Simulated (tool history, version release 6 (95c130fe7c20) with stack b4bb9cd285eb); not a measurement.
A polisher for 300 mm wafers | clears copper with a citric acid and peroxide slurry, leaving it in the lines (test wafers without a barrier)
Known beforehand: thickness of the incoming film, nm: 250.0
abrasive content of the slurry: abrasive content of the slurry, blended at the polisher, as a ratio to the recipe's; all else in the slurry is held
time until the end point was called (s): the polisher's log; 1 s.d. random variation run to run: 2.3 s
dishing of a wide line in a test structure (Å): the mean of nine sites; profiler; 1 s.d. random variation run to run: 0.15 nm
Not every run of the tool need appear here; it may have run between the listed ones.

run,hour,flow of slurry (ml/min),pressure of the wafer on the pad (psi),speed of the pad under the wafer (m/s),abrasive content of the slurry,overpolish time after the end point (s),time until the end point was called (s),dishing of a wide line in a test structure (Å)
1,0,130,3,1.26,1,19,96.416,305.96
2,0.6,130,2.6,1.22,1,16,118.89,222.9
3,3.3,145,2.6,1.22,1,16,113.55,226.14
4,11.3,160,2.3,1.18,1,14,131.28,189.63
5,15.6,140,2.2,1.2,0.95,12,142.33,154.12
6,22,140,2.2,0.94,0.95,12,177.72,119.23
7,24.4,125,2.6,0.84,0.85,11,174.18,115.09
8,26.2,115,2.8,0.78,0.8,10,181.31,99.21

Expected results for the next run?
9,33.7,105,3.1,0.72,0.75,9,?,?

Run 9 gave time until the end point was called (s) 184.59, dishing of a wide line in a test structure (Å) 87.638.

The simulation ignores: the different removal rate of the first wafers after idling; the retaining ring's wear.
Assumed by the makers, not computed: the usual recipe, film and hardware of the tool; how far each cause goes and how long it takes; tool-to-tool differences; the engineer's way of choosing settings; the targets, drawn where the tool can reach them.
